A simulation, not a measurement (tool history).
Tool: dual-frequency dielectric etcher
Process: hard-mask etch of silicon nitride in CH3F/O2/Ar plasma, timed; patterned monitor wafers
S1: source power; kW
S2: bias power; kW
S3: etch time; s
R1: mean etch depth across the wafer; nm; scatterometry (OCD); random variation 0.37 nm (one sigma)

run 1 hour=0 | S1=0.36 S2=0.06 S3=155.5 | R1=95.545
run 2 hour=6.5 | S1=0.36 S2=0.052 S3=155.5 | R1=89.798
run 3 hour=13.9 | S1=0.34 S2=0.052 S3=155.5 | R1=88.55
run 4 hour=17.3 | S1=0.34 S2=0.052 S3=143 | R1=81.746
run 5 hour=19.5 | S1=0.34 S2=0.052 S3=143 | R1=81.768
run 6 hour=27.5 | S1=0.34 S2=0.052 S3=143 | R1=81.771
run 7 hour=32.3 | S1=0.33 S2=0.052 S3=143 | R1=81.772

Run 8 comes next. What will it give?
run 8 hour=38.3 | S1=0.32 S2=0.052 S3=143 | R1=?

{"run 8": {"R1": 81.085}}
